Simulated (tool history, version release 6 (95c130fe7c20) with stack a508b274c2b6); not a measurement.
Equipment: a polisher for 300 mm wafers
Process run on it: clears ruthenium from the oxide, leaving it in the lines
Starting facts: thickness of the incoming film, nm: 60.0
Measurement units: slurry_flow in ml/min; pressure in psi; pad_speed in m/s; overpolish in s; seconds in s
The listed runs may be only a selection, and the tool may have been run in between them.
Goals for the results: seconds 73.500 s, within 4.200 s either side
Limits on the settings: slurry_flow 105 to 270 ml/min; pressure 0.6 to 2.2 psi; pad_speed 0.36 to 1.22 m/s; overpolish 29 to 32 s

| run | hour | slurry_flow | pressure | pad_speed | overpolish | seconds |
|---|---|---|---|---|---|---|
| 1 | 0.0 | 175 | 1.4 | 0.78 | 29 | 114.500 |
| 2 | 2.1 | 175 | 1.7 | 0.78 | 29 | 104.760 |
| 3 | 10.8 | 175 | 1.7 | 0.92 | 29 | 88.070 |
| 4 | 16.9 | 175 | 1.7 | 0.74 | 29 | 113.680 |
| 5 | 25.7 | 175 | 1.5 | 0.74 | 29 | 120.010 |
| 6 | 28.9 | 175 | 1.5 | 0.56 | 29 | 157.200 |
| 7 | 32.4 | 175 | 1.6 | 0.62 | 29 | 136.200 |
| 8 | 35.5 | 175 | 1.6 | 0.62 | 29 | 139.090 |
| 9 | 38.9 | 175 | 1.7 | 0.66 | 29 | 123.620 |
| 10 | 42.2 | 175 | 1.7 | 0.66 | 29 | 123.860 |
| 11 | 45.1 | 175 | 1.8 | 0.70 | 29 | 112.060 |
| 12 | 53.2 | 175 | 1.9 | 0.72 | 29 | 105.090 |
| 13 | 54.2 | 175 | 1.9 | 0.74 | 29 | 102.050 |
| 14 | 54.7 | 175 | 1.9 | 0.76 | 29 | 102.330 |
| 15 | 61.2 | 175 | 1.9 | 0.78 | 29 | 97.012 |
| 16 | 64.8 | 175 | 1.9 | 0.80 | 29 | 96.703 |
| 17 | 67.9 | 175 | 1.9 | 0.82 | 29 | 92.176 |
| 18 | 72.0 | 175 | 1.9 | 0.82 | 29 | 95.071 |
| 19 | 72.9 | 175 | 1.9 | 0.84 | 29 | 90.046 |
| 20 | 79.7 | 175 | 1.9 | 0.86 | 29 | 88.180 |
| 21 | 87.5 | 175 | 2.1 | 0.90 | 29 | 78.946 |

Exactly one of the 5 candidate moves below puts every result within its allowed miss. Which one?
| A | 95.3 | 180 | 2.1 | 0.84 | 32 | ? |
| B | 95.3 | 230 | 1.7 | 0.92 | 29 | ? |
| C | 95.3 | 190 | 2.0 | 0.88 | 30 | ? |
| D | 95.3 | 205 | 1.9 | 0.88 | 32 | ? |
| E | 95.3 | 195 | 2.2 | 0.94 | 29 | ? |

| move | seconds |
|---|---|
| A | 85.111 |
| B | 86.736 |
| C | 83.423 |
| D | 85.435 |
| E | 72.959 |
A: further off than the last run
B: further off than the last run
C: further off than the last run
D: further off than the last run
E: all results in spec
The right move is E.
